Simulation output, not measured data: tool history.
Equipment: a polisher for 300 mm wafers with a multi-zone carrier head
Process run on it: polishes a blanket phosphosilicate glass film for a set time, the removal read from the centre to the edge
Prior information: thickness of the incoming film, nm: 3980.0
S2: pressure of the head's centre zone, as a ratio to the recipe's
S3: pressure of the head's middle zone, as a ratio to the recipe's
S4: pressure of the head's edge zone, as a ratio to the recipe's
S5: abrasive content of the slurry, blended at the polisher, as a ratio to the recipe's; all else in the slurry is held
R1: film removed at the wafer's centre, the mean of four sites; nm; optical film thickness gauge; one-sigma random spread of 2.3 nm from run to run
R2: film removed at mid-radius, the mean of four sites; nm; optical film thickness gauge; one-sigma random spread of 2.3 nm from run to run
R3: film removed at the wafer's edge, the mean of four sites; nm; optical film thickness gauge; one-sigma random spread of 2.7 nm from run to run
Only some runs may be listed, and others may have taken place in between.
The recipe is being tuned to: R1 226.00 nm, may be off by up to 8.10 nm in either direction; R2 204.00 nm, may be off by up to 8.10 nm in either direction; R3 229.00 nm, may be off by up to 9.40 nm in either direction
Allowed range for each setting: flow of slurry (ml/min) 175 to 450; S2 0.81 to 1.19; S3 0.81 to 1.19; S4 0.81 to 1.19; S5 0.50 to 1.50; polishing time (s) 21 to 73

{"run": 1, "hour": 0.0, "flow of slurry (ml/min)": 290, "S2": 1.0, "S3": 1.0, "S4": 1.0, "S5": 1.0, "polishing time (s)": 47, "R1": 347.65, "R2": 336.7, "R3": 332.51}
{"run": 2, "hour": 6.9, "flow of slurry (ml/min)": 290, "S2": 1.0, "S3": 1.0, "S4": 1.0, "S5": 1.15, "polishing time (s)": 47, "R1": 371.46, "R2": 351.16, "R3": 356.34}
{"run": 3, "hour": 15.8, "flow of slurry (ml/min)": 290, "S2": 1.0, "S3": 1.0, "S4": 1.07, "S5": 1.15, "polishing time (s)": 47, "R1": 369.82, "R2": 366.27, "R3": 363.88}
{"run": 4, "hour": 24.3, "flow of slurry (ml/min)": 230, "S2": 1.0, "S3": 1.0, "S4": 1.07, "S5": 1.15, "polishing time (s)": 47, "R1": 353.35, "R2": 348.73, "R3": 355.22}
{"run": 5, "hour": 31.3, "flow of slurry (ml/min)": 230, "S2": 0.99, "S3": 0.97, "S4": 1.05, "S5": 1.0, "polishing time (s)": 46, "R1": 322.1, "R2": 317.66, "R3": 322.5}
{"run": 6, "hour": 39.4, "flow of slurry (ml/min)": 220, "S2": 0.99, "S3": 0.94, "S4": 1.05, "S5": 0.9, "polishing time (s)": 45, "R1": 302.04, "R2": 279.65, "R3": 305.16}
{"run": 7, "hour": 42.1, "flow of slurry (ml/min)": 220, "S2": 0.98, "S3": 0.93, "S4": 1.03, "S5": 0.8, "polishing time (s)": 44, "R1": 271.81, "R2": 260.62, "R3": 274.33}
{"run": 8, "hour": 51.1, "flow of slurry (ml/min)": 220, "S2": 0.97, "S3": 0.91, "S4": 1.02, "S5": 0.75, "polishing time (s)": 44, "R1": 260.71, "R2": 240.66, "R3": 264.35}
{"run": 9, "hour": 51.7, "flow of slurry (ml/min)": 220, "S2": 0.95, "S3": 0.9, "S4": 0.99, "S5": 0.75, "polishing time (s)": 44, "R1": 256.7, "R2": 242.51, "R3": 260.18}
{"run": 10, "hour": 60.6, "flow of slurry (ml/min)": 220, "S2": 0.94, "S3": 0.89, "S4": 0.98, "S5": 0.7, "polishing time (s)": 44, "R1": 243.05, "R2": 231.75, "R3": 251.67}

Next run, 5 choices. One meets every target within its allowed miss, the rest don't. Which?
{"run": "A", "hour": 69.5, "flow of slurry (ml/min)": 245, "S2": 1.03, "S3": 0.81, "S4": 0.98, "S5": 0.8, "polishing time (s)": 39, "R1": "?", "R2": "?", "R3": "?"}
{"run": "B", "hour": 69.5, "flow of slurry (ml/min)": 215, "S2": 0.83, "S3": 0.81, "S4": 1.08, "S5": 0.7, "polishing time (s)": 47, "R1": "?", "R2": "?", "R3": "?"}
{"run": "C", "hour": 69.5, "flow of slurry (ml/min)": 230, "S2": 1.01, "S3": 0.81, "S4": 1.12, "S5": 0.6, "polishing time (s)": 42, "R1": "?", "R2": "?", "R3": "?"}
{"run": "D", "hour": 69.5, "flow of slurry (ml/min)": 180, "S2": 0.92, "S3": 0.82, "S4": 0.86, "S5": 0.6, "polishing time (s)": 47, "R1": "?", "R2": "?", "R3": "?"}
{"run": "E", "hour": 69.5, "flow of slurry (ml/min)": 220, "S2": 0.92, "S3": 1.05, "S4": 0.82, "S5": 0.65, "polishing time (s)": 44, "R1": "?", "R2": "?", "R3": "?"}

move=A R1=257.33 R2=206.28 R3=247.42
move=B R1=230.89 R2=227.17 R3=282.82
move=C R1=229.41 R2=187.50 R3=236.10
move=D R1=224.42 R2=203.36 R3=234.51
move=E R1=229.44 R2=254.03 R3=232.10
A: corrects the largest miss of the last run, while another result sits out of spec
B: the biggest miss grows against the last run
C: the result that was furthest off in the last run now lies on the other side of its target
D: each result inside its tolerance
E: the biggest miss grows against the last run
D is the move that brings every result within its allowed miss.
